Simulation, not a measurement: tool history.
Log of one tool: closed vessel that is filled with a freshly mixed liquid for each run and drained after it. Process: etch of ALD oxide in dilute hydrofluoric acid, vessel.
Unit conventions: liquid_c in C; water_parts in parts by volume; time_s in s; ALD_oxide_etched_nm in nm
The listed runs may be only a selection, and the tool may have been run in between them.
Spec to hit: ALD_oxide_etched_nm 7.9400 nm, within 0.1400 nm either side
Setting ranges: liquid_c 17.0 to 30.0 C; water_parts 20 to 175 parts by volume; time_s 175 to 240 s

run 1 day=0.000 | liquid_c=22.0 water_parts=95 time_s=240 | ALD_oxide_etched_nm=22.5600
run 2 day=0.117 | liquid_c=20.5 water_parts=115 time_s=240 | ALD_oxide_etched_nm=17.1230
run 3 day=0.396 | liquid_c=20.5 water_parts=115 time_s=175 | ALD_oxide_etched_nm=12.5290
run 4 day=0.592 | liquid_c=20.5 water_parts=90 time_s=175 | ALD_oxide_etched_nm=16.4700
run 5 day=0.900 | liquid_c=19.5 water_parts=105 time_s=175 | ALD_oxide_etched_nm=13.2450
run 6 day=1.254 | liquid_c=19.5 water_parts=105 time_s=240 | ALD_oxide_etched_nm=18.1400
-- day=1.496 thermometer replaced
run 7 day=1.496 | liquid_c=19.0 water_parts=125 time_s=240 | ALD_oxide_etched_nm=13.4710
run 8 day=1.550 | liquid_c=18.5 water_parts=135 time_s=240 | ALD_oxide_etched_nm=12.1380
run 9 day=1.854 | liquid_c=18.0 water_parts=145 time_s=240 | ALD_oxide_etched_nm=10.9250

4 next moves are on the table. One of them brings every result within its allowed miss. Which?
run A day=2.158 | liquid_c=17.0 water_parts=175 time_s=225 | ALD_oxide_etched_nm=?
run B day=2.158 | liquid_c=18.0 water_parts=140 time_s=175 | ALD_oxide_etched_nm=?
run C day=2.158 | liquid_c=18.5 water_parts=170 time_s=215 | ALD_oxide_etched_nm=?
run D day=2.158 | liquid_c=19.0 water_parts=145 time_s=175 | ALD_oxide_etched_nm=?

move=A ALD_oxide_etched_nm=7.8988
move=B ALD_oxide_etched_nm=8.2747
move=C ALD_oxide_etched_nm=8.2921
move=D ALD_oxide_etched_nm=8.2781
A: every result lands within tolerance
B: moves toward the targets from the last run without getting all of them in spec
C: moves toward the targets from the last run without getting all of them in spec
D: moves toward the targets from the last run without getting all of them in spec
Correct choice: A, which meets every target
